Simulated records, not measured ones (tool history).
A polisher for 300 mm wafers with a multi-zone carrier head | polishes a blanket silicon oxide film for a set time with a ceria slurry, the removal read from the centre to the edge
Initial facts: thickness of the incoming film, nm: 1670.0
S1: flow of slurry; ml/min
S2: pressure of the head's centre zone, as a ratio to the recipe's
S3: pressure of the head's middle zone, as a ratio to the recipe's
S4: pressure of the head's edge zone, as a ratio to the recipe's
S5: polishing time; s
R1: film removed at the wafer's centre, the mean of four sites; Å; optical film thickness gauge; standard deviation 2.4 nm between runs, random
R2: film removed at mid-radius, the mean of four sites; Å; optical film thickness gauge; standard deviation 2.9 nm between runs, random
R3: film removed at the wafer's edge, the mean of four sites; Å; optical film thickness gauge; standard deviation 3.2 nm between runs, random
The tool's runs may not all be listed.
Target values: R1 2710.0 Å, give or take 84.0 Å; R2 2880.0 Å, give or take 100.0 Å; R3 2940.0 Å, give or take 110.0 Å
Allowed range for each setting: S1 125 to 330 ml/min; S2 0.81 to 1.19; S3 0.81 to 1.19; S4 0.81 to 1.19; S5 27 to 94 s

| run | hour | S1 | S2 | S3 | S4 | S5 | R1 | R2 | R3 |
|---|---|---|---|---|---|---|---|---|---|
| 1 | 0.0 | 210 | 1.00 | 1.00 | 1.00 | 60 | 2254.8 | 2346.4 | 2295.9 |
| 2 | 4.1 | 210 | 1.04 | 1.00 | 1.00 | 60 | 2338.8 | 2297.7 | 2305.2 |
| 3 | 11.8 | 215 | 1.04 | 1.01 | 1.03 | 61 | 2405.2 | 2403.6 | 2357.2 |
| 4 | 13.3 | 215 | 1.03 | 1.00 | 1.05 | 63 | 2460.7 | 2418.3 | 2405.6 |
| 5 | 18.0 | 215 | 1.03 | 1.00 | 1.05 | 52 | 2083.7 | 1997.0 | 1991.8 |
| 6 | 25.2 | 205 | 1.02 | 1.00 | 1.05 | 56 | 2149.0 | 2155.5 | 2170.9 |
| 7 | 25.9 | 195 | 1.03 | 1.01 | 1.05 | 59 | 2225.7 | 2284.5 | 2235.6 |
| 8 | 26.6 | 205 | 1.01 | 1.00 | 1.05 | 61 | 2357.6 | 2343.8 | 2336.4 |
| 9 | 33.1 | 200 | 0.99 | 0.99 | 1.05 | 63 | 2312.3 | 2398.5 | 2444.6 |
| 10 | 41.0 | 205 | 0.98 | 0.99 | 1.05 | 64 | 2340.0 | 2467.0 | 2493.2 |
| 11 | 48.7 | 215 | 0.97 | 0.99 | 1.05 | 65 | 2372.3 | 2462.0 | 2515.3 |

Next run, 5 choices. One meets every target within its allowed miss, the rest don't. Which?
| A | 56.4 | 310 | 1.17 | 0.96 | 1.07 | 55 | ? | ? | ? |
| B | 56.4 | 175 | 1.03 | 0.97 | 1.02 | 78 | ? | ? | ? |
| C | 56.4 | 225 | 0.90 | 0.99 | 1.05 | 75 | ? | ? | ? |
| D | 56.4 | 230 | 0.99 | 1.06 | 1.15 | 72 | ? | ? | ? |
| E | 56.4 | 260 | 1.11 | 1.00 | 1.05 | 67 | ? | ? | ? |

| move | R1 | R2 | R3 |
|---|---|---|---|
| A | 2580.7 | 2167.3 | 2235.5 |
| B | 2960.4 | 2871.4 | 2926.5 |
| C | 2595.0 | 2910.4 | 2936.8 |
| D | 2752.4 | 2928.4 | 2956.4 |
| E | 2921.8 | 2661.6 | 2659.1 |
A: lands further from the targets than the last run did
B: puts the biggest miss on target and leaves a different result outside tolerance
C: puts the biggest miss on target and leaves a different result outside tolerance
D: each result inside its tolerance
E: moves toward the targets from the last run without getting all of them in spec
So the answer is move D, the one that meets all the targets.

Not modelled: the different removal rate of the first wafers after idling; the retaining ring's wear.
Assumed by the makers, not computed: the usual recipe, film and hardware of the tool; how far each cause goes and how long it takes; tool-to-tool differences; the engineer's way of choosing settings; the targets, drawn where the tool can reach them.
